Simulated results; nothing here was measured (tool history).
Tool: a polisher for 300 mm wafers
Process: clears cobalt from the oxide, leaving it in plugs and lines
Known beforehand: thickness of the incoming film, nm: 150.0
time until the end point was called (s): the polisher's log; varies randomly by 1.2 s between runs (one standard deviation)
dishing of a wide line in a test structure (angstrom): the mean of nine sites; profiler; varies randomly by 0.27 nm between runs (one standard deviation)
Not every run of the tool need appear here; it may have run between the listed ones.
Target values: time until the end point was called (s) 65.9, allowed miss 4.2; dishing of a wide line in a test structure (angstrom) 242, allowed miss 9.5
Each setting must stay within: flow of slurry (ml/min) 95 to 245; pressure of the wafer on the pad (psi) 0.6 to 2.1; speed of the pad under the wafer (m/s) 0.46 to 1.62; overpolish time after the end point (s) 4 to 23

run,hour,flow of slurry (ml/min),pressure of the wafer on the pad (psi),speed of the pad under the wafer (m/s),overpolish time after the end point (s),time until the end point was called (s),dishing of a wide line in a test structure (angstrom)
1,0,155,1.3,1.04,12,44.061,340.02
2,1.3,155,1.2,1.04,12,48.311,317.54
3,7.7,155,1.2,1.04,10,47.218,272.4
4,13.1,155,1.2,1.22,10,41.009,303.55
5,18.3,155,1.2,1.06,10,47.017,278.08
6,25.6,155,1.2,1.3,10,38.843,318.91
7,27.9,150,1.1,1.3,10,43.137,292.58
8,32.7,145,1,1.3,10,47.301,274.68
9,34.8,140,0.9,1.3,10,53.507,256.03
10,38.3,135,0.9,1.3,10,51.796,252.02
# hour 44.3: head pressure recalibrated
11,44.3,130,0.8,1.3,10,61.789,215.95

Next run, 5 choices. One meets every target within its allowed miss, the rest don't. Which?
A,50.3,145,0.8,1.44,8,?,?
B,50.3,105,0.8,1.26,9,?,?
C,50.3,110,0.9,1.14,12,?,?
D,50.3,130,0.8,1.34,12,?,?
E,50.3,115,0.8,1.32,9,?,?

move,time until the end point was called (s),dishing of a wide line in a test structure (angstrom)
A,55.629,198.38
B,66.727,187.67
C,64.869,245.94
D,60.592,260.17
E,62.797,197.85
A: its largest miss is bigger than the last run's
B: its largest miss is bigger than the last run's
C: each result inside its tolerance
D: carries the result that was furthest off beyond its target, to the other side
E: its largest miss is bigger than the last run's
The move that meets every target is C.
